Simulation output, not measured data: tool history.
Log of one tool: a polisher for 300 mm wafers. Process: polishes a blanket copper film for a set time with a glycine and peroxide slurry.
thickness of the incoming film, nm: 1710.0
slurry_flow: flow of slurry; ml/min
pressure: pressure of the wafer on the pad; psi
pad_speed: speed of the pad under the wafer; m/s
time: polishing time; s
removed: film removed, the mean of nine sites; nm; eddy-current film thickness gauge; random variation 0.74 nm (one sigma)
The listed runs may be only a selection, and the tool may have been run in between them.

run	hour	slurry_flow	pressure	pad_speed	time	removed
1	0	195	2.8	0.86	21	123.86
2	7.4	190	2.7	0.86	21	120.89
3	10.5	190	2.7	0.98	21	135.16
4	15.3	185	2.5	0.98	21	126.14
5	21.3	180	2.4	0.98	21	122.77
6	28.9	180	2.3	0.98	21	119.27
7	36.7	175	2.2	0.98	21	114.37
8	42.8	170	2.1	0.98	21	110.03
9	51.3	165	2.1	0.98	21	111.55
10	58.2	165	2	0.98	21	106.13

Run 11 comes next. What will it give?
11	64.4	165	2	0.98	21	?

Run 11 measured removed 105.83 nm.

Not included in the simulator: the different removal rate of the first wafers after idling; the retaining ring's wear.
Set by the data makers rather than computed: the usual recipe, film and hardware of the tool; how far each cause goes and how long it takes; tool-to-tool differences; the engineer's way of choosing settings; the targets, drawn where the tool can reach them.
